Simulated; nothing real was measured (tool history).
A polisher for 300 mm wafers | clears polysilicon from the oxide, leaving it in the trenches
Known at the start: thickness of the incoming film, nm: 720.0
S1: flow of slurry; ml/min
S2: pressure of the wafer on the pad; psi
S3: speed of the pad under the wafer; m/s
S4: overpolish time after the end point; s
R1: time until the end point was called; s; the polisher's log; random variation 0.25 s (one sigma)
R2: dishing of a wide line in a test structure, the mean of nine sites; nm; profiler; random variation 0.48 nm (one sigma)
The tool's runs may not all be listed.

run,hour,S1,S2,S3,S4,R1,R2
1,0,175,3.3,0.98,12,49.574,33.691
2,7.4,175,3.3,0.98,15,48.471,34.454
3,10.8,160,3.3,0.98,15,49.583,34.744
4,17.5,185,3.7,0.98,12,43.991,33.795
5,25.5,200,4.1,0.98,10,39.038,33.095
6,32.7,200,3.3,0.98,10,47.906,33.043
7,36.6,215,3.7,0.98,8,42.482,33.222
8,44.4,220,4,0.98,7,39.127,32.927
9,47,230,4.2,0.98,6,36.792,31.878
10,51.2,230,4.2,0.98,6,36.81,32.814
11,56.1,235,4.4,0.98,5,35.259,32.123
12,65.1,235,4.4,0.98,5,35.005,30.854
13,68.5,240,4.5,0.98,6,34.792,33.726

The next listed run, before its measurement:
14,71.7,235,4.6,0.98,6,?,?

{"run 14": {"R1": 33.556, "R2": 33.413}}
